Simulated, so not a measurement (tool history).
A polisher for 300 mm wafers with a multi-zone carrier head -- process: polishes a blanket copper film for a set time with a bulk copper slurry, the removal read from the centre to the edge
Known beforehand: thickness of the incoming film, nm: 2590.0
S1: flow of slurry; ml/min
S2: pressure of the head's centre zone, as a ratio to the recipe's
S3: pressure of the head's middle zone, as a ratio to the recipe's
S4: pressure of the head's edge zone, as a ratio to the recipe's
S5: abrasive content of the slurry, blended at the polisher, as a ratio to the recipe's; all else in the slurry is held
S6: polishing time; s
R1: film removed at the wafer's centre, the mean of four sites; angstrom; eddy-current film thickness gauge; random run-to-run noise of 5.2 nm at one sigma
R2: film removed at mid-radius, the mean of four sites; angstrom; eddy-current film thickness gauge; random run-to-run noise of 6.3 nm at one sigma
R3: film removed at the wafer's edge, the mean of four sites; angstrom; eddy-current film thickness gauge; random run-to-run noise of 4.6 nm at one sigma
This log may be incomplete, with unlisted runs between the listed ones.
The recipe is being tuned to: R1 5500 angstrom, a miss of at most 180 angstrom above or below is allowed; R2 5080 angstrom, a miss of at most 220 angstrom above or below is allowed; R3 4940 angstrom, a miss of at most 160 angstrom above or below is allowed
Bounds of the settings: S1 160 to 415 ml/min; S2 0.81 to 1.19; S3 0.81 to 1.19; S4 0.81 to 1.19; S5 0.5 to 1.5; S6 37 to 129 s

run,day,S1,S2,S3,S4,S5,S6,R1,R2,R3
1,0,265,1,1,1,1,83,5998.1,5782.9,6132.1
2,0.129,265,1,0.93,1,1,83,5999.9,5478.6,6200.5
3,0.462,265,1.06,0.93,1,1,83,6285.5,5467.2,6256.4
4,0.65,265,1.06,0.95,0.96,0.9,82,6085.4,5446.3,5854.3
5,0.683,265,1.06,0.95,0.96,1.05,82,6329.5,5633.3,6067.4
6,0.788,265,1.06,0.95,0.96,1.05,90,6851.5,6125.2,6679
7,0.833,265,1.06,0.95,0.94,0.95,87,6472.2,5709.9,6194.2
8,0.896,265,1.06,0.95,0.94,0.95,87,6542.6,5755.2,6067.6

Next run, 4 choices. One meets every target within its allowed miss, the rest don't. Which?
A,0.958,160,1.06,0.98,0.82,1.05,76,?,?,?
B,0.958,225,1.09,0.89,0.89,0.9,73,?,?,?
C,0.958,325,1.07,0.95,0.86,0.5,72,?,?,?
D,0.958,200,0.99,1.01,0.99,0.9,74,?,?,?

move,R1,R2,R3
A,5432.3,5030.5,4969
B,5475.4,4534.6,4989.3
C,5094.1,4514.7,4588.9
D,4994.2,5044.4,5255.2
A: hits every target within its allowed miss
B: brings the result that was furthest off to its target, and leaves another outside
C: takes the result that was furthest off past its target
D: closes in on the targets versus the last run, not all within tolerance yet
The right move is A.
